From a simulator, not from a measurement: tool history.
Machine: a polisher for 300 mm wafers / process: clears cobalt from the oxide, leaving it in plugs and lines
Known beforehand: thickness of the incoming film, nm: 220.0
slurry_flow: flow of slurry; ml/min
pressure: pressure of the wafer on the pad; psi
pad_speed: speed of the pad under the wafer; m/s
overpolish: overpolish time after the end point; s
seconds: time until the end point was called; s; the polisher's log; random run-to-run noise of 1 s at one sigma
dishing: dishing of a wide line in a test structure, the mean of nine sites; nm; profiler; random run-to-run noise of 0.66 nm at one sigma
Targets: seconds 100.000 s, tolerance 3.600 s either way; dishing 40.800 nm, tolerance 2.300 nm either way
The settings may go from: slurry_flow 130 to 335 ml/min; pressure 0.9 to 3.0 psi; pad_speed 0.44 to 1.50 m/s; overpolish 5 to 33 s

Run 1, hour 0.0: slurry_flow 215 ml/min, pressure 1.9 psi, pad_speed 0.96 m/s, overpolish 17 s. Result: seconds 56.899 s, dishing 47.956 nm.
Run 2, hour 3.2: slurry_flow 215 ml/min, pressure 1.6 psi, pad_speed 0.96 m/s, overpolish 17 s. Result: seconds 66.667 s, dishing 43.368 nm.
Run 3, hour 7.3: slurry_flow 215 ml/min, pressure 1.5 psi, pad_speed 0.96 m/s, overpolish 18 s. Result: seconds 71.687 s, dishing 40.604 nm.
Run 4, hour 12.6: slurry_flow 215 ml/min, pressure 1.4 psi, pad_speed 0.96 m/s, overpolish 19 s. Result: seconds 77.343 s, dishing 41.735 nm.
Run 5, hour 14.1: slurry_flow 215 ml/min, pressure 1.3 psi, pad_speed 0.96 m/s, overpolish 20 s. Result: seconds 80.860 s, dishing 40.342 nm.
Run 6, hour 15.4: slurry_flow 215 ml/min, pressure 1.3 psi, pad_speed 1.08 m/s, overpolish 20 s. Result: seconds 75.144 s, dishing 44.030 nm.
Run 7, hour 21.0: slurry_flow 215 ml/min, pressure 1.2 psi, pad_speed 1.08 m/s, overpolish 21 s. Result: seconds 82.303 s, dishing 44.039 nm.
Run 8, hour 28.7: slurry_flow 215 ml/min, pressure 1.1 psi, pad_speed 1.08 m/s, overpolish 21 s. Result: seconds 90.674 s, dishing 40.158 nm.

Of the 5 settings listed for the next run, only one would bring every result within its allowed miss of target. Which one?
Run A, hour 36.4: slurry_flow 230 ml/min, pressure 1.3 psi, pad_speed 1.02 m/s, overpolish 18 s. Result: seconds ?, dishing ?.
Run B, hour 36.4: slurry_flow 225 ml/min, pressure 1.3 psi, pad_speed 1.02 m/s, overpolish 20 s. Result: seconds ?, dishing ?.
Run C, hour 36.4: slurry_flow 215 ml/min, pressure 0.9 psi, pad_speed 1.16 m/s, overpolish 24 s. Result: seconds ?, dishing ?.
Run D, hour 36.4: slurry_flow 230 ml/min, pressure 1.2 psi, pad_speed 0.90 m/s, overpolish 18 s. Result: seconds ?, dishing ?.
Run E, hour 36.4: slurry_flow 250 ml/min, pressure 1.1 psi, pad_speed 0.98 m/s, overpolish 23 s. Result: seconds ?, dishing ?.

move  seconds  dishing
   A   78.880   38.861
   B   79.080   42.007
   C  102.090   39.820
   D   93.459   34.044
   E   94.454   40.879
A: lands further from the targets than the last run did
B: lands further from the targets than the last run did
C: every result lands within tolerance
D: lands further from the targets than the last run did
E: closes in on the targets versus the last run, not all within tolerance yet
Answer: C
